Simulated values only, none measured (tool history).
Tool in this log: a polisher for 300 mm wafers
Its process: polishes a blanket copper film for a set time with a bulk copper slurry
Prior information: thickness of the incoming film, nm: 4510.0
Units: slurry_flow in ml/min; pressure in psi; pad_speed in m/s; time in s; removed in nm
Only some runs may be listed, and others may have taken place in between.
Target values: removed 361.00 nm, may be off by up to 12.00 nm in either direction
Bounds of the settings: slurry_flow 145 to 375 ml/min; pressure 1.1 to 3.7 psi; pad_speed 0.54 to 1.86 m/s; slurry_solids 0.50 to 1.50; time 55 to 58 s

run  hour  slurry_flow  pressure  pad_speed  slurry_solids  time  removed
  1   0.0          240       2.4       1.18           1.00    55   448.14
  2   2.5          240       2.4       1.18           1.10    55   461.01
  3   8.9          240       2.4       1.18           1.30    55   481.13
  4  15.7          240       2.2       1.18           1.30    55   444.88
  5  16.3          240       2.2       1.18           1.40    55   458.84
  6  23.9          240       2.2       1.18           1.30    55   444.58
  7  27.9          240       2.2       1.18           1.30    55   452.12
  8  28.6          240       2.0       1.18           1.30    55   406.39
  9  35.6          240       1.9       1.18           1.30    55   385.89

5 candidate next runs follow, results not yet known. Just one meets every target within its allowed miss. Identify it.
  A  42.6          345       2.2       0.90           1.45    55        ?
  B  42.6          255       1.9       1.18           1.40    57        ?
  C  42.6          295       1.9       1.24           1.25    56        ?
  D  42.6          255       1.8       1.28           1.30    58        ?
  E  42.6          195       2.1       1.12           1.30    58        ?

move  removed
   A   363.32
   B   410.76
   C   416.49
   D   421.39
   E   418.52
A: hits every target within its allowed miss
B: misses by more than the last run did
C: misses by more than the last run did
D: misses by more than the last run did
E: misses by more than the last run did
Answer: A
